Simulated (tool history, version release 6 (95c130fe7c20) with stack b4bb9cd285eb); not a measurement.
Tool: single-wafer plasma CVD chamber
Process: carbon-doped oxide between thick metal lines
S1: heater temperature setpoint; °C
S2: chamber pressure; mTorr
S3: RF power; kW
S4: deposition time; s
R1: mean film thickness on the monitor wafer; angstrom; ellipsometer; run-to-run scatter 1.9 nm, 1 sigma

run	day	S1	S2	S3	S4	R1
1	0	335	3720	0.465	139	6360.8
2	0.046	335	3720	0.43	139	5898
3	0.346	335	3720	0.405	139	5520.7
4	0.442	335	3720	0.445	139	6115.9
5	0.667	333	3880	0.455	139	6304.1
# day 0.729: thermocouple changed; heater temperature recalibrated
6	0.729	333	3880	0.43	139	6021.1
7	0.946	322	4620	0.505	139	7485.8

Run 8, settings as shown, results not yet in. Your forecast:
8	1.017	323	4580	0.505	139	?

R1: 7428.9 angstrom

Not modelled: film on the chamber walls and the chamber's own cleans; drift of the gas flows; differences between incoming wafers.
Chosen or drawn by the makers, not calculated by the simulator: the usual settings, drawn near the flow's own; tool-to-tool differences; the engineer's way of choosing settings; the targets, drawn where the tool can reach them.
